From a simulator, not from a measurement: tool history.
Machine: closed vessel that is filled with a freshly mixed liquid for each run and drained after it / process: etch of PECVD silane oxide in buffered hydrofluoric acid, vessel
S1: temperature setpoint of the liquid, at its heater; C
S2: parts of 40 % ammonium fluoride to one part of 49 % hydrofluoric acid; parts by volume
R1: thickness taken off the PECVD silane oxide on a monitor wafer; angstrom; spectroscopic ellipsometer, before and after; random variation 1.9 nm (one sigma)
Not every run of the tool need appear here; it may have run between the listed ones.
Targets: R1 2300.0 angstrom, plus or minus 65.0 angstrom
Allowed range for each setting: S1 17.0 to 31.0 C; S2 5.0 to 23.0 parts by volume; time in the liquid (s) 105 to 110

run 1 hour=0.0 | S1=23.0 S2=14.0 time_in_the_liquid_(s)=105 | R1=1842.5
run 2 hour=7.1 | S1=19.5 S2=14.0 time_in_the_liquid_(s)=105 | R1=1529.6
run 3 hour=16.4 | S1=22.0 S2=14.0 time_in_the_liquid_(s)=105 | R1=1730.2
run 4 hour=17.4 | S1=24.5 S2=14.0 time_in_the_liquid_(s)=105 | R1=2008.4
run 5 hour=25.0 | S1=24.5 S2=11.0 time_in_the_liquid_(s)=105 | R1=2549.4
run 6 hour=30.8 | S1=26.5 S2=11.0 time_in_the_liquid_(s)=105 | R1=2822.4
run 7 hour=35.3 | S1=25.5 S2=11.0 time_in_the_liquid_(s)=105 | R1=2676.6
run 8 hour=42.8 | S1=24.5 S2=11.0 time_in_the_liquid_(s)=105 | R1=2553.9
run 9 hour=46.3 | S1=24.0 S2=11.0 time_in_the_liquid_(s)=105 | R1=2448.2
run 10 hour=55.5 | S1=23.5 S2=11.0 time_in_the_liquid_(s)=105 | R1=2395.0

4 candidate next runs follow, results not yet known. Just one meets every target within its allowed miss. Identify it.
run A hour=64.7 | S1=23.5 S2=11.0 time_in_the_liquid_(s)=110 | R1=?
run B hour=64.7 | S1=20.5 S2=9.0 time_in_the_liquid_(s)=110 | R1=?
run C hour=64.7 | S1=23.5 S2=12.0 time_in_the_liquid_(s)=110 | R1=?
run D hour=64.7 | S1=23.5 S2=10.5 time_in_the_liquid_(s)=105 | R1=?

move=A R1=2513.8
move=B R1=2497.2
move=C R1=2309.0
move=D R1=2510.8
A: further off than the last run
B: further off than the last run
C: every result within its allowed miss
D: further off than the last run
Move C is the one to make.
